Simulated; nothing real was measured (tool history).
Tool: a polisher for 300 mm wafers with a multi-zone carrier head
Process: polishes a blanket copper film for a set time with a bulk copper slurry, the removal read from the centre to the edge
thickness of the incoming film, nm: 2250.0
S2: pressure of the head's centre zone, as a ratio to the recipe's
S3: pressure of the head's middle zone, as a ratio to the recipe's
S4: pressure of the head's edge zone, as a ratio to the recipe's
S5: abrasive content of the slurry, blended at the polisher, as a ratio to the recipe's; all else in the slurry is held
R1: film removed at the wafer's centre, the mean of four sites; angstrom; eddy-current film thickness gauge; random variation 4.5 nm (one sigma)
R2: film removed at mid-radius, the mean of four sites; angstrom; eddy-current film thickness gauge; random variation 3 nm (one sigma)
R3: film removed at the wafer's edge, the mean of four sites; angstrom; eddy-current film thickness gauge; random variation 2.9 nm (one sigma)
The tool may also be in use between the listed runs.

Run 1, hour 0.0: flow of slurry (ml/min) 145, S2 1.00, S3 1.00, S4 1.00, S5 1.0, polishing time (s) 48. Result: R1 3517.0 angstrom, R2 3495.5 angstrom, R3 3570.2 angstrom.
Run 2, hour 2.6: flow of slurry (ml/min) 140, S2 1.01, S3 0.97, S4 1.00, S5 1.0, polishing time (s) 48. Result: R1 3541.6 angstrom, R2 3360.9 angstrom, R3 3548.6 angstrom.
Run 3, hour 9.8: flow of slurry (ml/min) 135, S2 1.01, S3 0.95, S4 1.00, S5 1.0, polishing time (s) 48. Result: R1 3523.0 angstrom, R2 3303.8 angstrom, R3 3520.7 angstrom.
Run 4, hour 18.6: flow of slurry (ml/min) 130, S2 1.01, S3 0.93, S4 1.00, S5 1.0, polishing time (s) 48. Result: R1 3532.8 angstrom, R2 3227.5 angstrom, R3 3524.2 angstrom.
Run 5, hour 22.9: flow of slurry (ml/min) 125, S2 1.01, S3 0.91, S4 1.00, S5 1.0, polishing time (s) 48. Result: R1 3412.0 angstrom, R2 3190.4 angstrom, R3 3481.9 angstrom.
Run 6, hour 29.4: flow of slurry (ml/min) 125, S2 1.02, S3 0.90, S4 1.01, S5 1.0, polishing time (s) 48. Result: R1 3479.2 angstrom, R2 3069.9 angstrom, R3 3564.1 angstrom.

The next listed run, before its measurement:
Run 7, hour 36.2: flow of slurry (ml/min) 100, S2 1.07, S3 0.85, S4 0.95, S5 0.9, polishing time (s) 48. Result: R1 ?, R2 ?, R3 ?.

Run 7 gave R1 3365.6 angstrom, R2 2745.2 angstrom, R3 3169.0 angstrom.
